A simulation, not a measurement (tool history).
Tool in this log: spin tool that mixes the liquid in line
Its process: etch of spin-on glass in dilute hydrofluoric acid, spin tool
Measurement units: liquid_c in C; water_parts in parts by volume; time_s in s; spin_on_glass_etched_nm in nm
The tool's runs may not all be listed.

run	hour	liquid_c	water_parts	time_s	spin_on_glass_etched_nm
1	0	21	140	15	2.3536
2	2.5	21	140	15	2.3491
3	8.4	21	190	15	1.6477
4	9.6	22.5	170	15	1.9906
5	16	22.5	195	15	1.6959
6	20.7	23.5	175	15	2.0103
# hour 25.7: hydrofluoric acid flow meter replaced
7	25.7	24.5	155	15	2.1424
8	31.7	25.5	135	15	2.6244
9	39.6	26	120	15	3.0307
10	44.7	26.5	110	15	3.4649

What will run 11 give?
11	47.6	26.5	110	15	?

Run 11 yielded spin_on_glass_etched_nm 3.3815 nm.
